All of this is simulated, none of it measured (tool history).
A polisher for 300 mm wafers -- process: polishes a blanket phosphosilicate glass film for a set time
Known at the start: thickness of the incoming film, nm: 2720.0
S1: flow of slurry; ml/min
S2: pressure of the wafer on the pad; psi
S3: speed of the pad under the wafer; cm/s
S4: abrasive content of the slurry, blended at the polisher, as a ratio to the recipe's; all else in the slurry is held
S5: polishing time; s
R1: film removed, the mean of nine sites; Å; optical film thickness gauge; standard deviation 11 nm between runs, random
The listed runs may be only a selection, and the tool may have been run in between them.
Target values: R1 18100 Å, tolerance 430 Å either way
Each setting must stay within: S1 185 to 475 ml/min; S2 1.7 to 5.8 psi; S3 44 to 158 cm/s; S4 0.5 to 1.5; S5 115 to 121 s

run  hour   S1   S2   S3   S4   S5      R1
  1     0  305  3.7  100    1  115  9480.6
  2   6.5  305    4  102    1  115   10211
  3  12.6  305    4  102  1.2  115   10916
  4  15.9  305    4  102  1.2  121   11564
  5  20.7  305  4.3  102  1.2  121   12245
  6  27.5  305  4.5  104  1.2  121   12725
  7  34.2  305  4.7  106  1.2  121   13423
  8    41  305  4.9  108  1.2  121   14072
  9  44.6  305    5  110  1.2  121   14551
 10  51.6  305  5.1  112  1.2  121   14836
 11  56.9  320  5.8  116  1.2  121   16975
     63.9  -- slurry nozzle cleaned
 12  63.9  320  5.8  118  1.2  121   17419

Below are 4 possible settings for the next run. Only one of them brings all results inside the allowed miss of their targets. Which is it?
  A  70.9  310  5.8  126   1.2  119   ?
  B  70.9  310  5.8  108   1.3  121   ?
  C  70.9  240  5.8  118  1.15  121   ?
  D  70.9  305  5.6  120  1.25  120   ?

move     R1
   A  17672
   B  16597
   C  16593
   D  16975
A: in spec on every target
B: lands further from the targets than the last run did
C: lands further from the targets than the last run did
D: lands further from the targets than the last run did
So the answer is move A, the one that meets all the targets.

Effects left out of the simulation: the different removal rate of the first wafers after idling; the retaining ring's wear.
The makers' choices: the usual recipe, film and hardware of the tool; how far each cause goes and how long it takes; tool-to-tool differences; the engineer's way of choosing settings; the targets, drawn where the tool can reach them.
